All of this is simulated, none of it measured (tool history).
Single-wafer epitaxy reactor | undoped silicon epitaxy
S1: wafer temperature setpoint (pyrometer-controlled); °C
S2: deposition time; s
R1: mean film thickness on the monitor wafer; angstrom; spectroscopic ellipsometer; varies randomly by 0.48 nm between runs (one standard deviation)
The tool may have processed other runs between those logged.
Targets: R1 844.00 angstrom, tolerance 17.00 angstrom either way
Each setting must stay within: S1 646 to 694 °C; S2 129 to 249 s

{"run": 1, "hour": 0.0, "S1": 670, "S2": 189, "R1": 542.07}
{"run": 2, "hour": 3.3, "S1": 675, "S2": 189, "R1": 599.62}
{"run": 3, "hour": 10.3, "S1": 675, "S2": 179, "R1": 568.93}
{"run": 4, "hour": 19.4, "S1": 666, "S2": 179, "R1": 478.93}
{"run": 5, "hour": 23.3, "S1": 666, "S2": 170, "R1": 454.36}
{"run": 6, "hour": 23.9, "S1": 662, "S2": 170, "R1": 416.28}
{"run": 7, "hour": 30.4, "S1": 669, "S2": 173, "R1": 493.87}
{"run": 8, "hour": 36.1, "S1": 675, "S2": 174, "R1": 557.55}
{"run": 9, "hour": 44.5, "S1": 687, "S2": 184, "R1": 737.26}
{"run": 10, "hour": 48.5, "S1": 689, "S2": 184, "R1": 763.58}
{"run": 11, "hour": 54.5, "S1": 690, "S2": 184, "R1": 776.87}
{"run": 12, "hour": 59.6, "S1": 691, "S2": 184, "R1": 798.38}
{"run": 13, "hour": 63.3, "S1": 692, "S2": 184, "R1": 806.37}

Next run, 5 choices. One meets every target within its allowed miss, the rest don't. Which?
{"run": "A", "hour": 67.0, "S1": 690, "S2": 188, "R1": "?"}
{"run": "B", "hour": 67.0, "S1": 694, "S2": 192, "R1": "?"}
{"run": "C", "hour": 67.0, "S1": 694, "S2": 183, "R1": "?"}
{"run": "D", "hour": 67.0, "S1": 694, "S2": 193, "R1": "?"}
{"run": "E", "hour": 67.0, "S1": 694, "S2": 190, "R1": "?"}

move=A R1=798.47
move=B R1=879.62
move=C R1=838.39
move=D R1=884.21
move=E R1=870.46
A: lands further from the targets than the last run did
B: takes the biggest miss from the last run beyond its target
C: hits every target within its allowed miss
D: takes the biggest miss from the last run beyond its target
E: takes the biggest miss from the last run beyond its target
The right move is C.

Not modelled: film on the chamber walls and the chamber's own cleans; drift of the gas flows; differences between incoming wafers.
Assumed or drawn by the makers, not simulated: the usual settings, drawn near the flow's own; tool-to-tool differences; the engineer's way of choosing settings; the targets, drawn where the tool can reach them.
